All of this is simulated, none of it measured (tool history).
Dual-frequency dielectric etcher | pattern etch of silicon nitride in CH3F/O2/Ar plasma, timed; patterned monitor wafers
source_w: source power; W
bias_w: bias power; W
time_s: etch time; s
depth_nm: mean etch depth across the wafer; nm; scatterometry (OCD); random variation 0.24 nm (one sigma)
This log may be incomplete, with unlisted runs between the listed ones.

| run | hour | source_w | bias_w | time_s | depth_nm |
|---|---|---|---|---|---|
| 1 | 0.0 | 290 | 79 | 54.5 | 31.096 |
| 2 | 6.1 | 300 | 81 | 54.5 | 32.237 |
| 3 | 8.5 | 280 | 81 | 54.5 | 31.239 |
| 4 | 15.3 | 290 | 82 | 54.5 | 31.872 |
| 5 | 18.6 | 310 | 82 | 54.5 | 32.875 |
| 6 | 21.9 | 320 | 83 | 54.5 | 33.087 |

Run 7 has not been measured yet. What should we expect?
| 7 | 27.8 | 330 | 84 | 54.5 | ? |

depth_nm: 33.957 nm

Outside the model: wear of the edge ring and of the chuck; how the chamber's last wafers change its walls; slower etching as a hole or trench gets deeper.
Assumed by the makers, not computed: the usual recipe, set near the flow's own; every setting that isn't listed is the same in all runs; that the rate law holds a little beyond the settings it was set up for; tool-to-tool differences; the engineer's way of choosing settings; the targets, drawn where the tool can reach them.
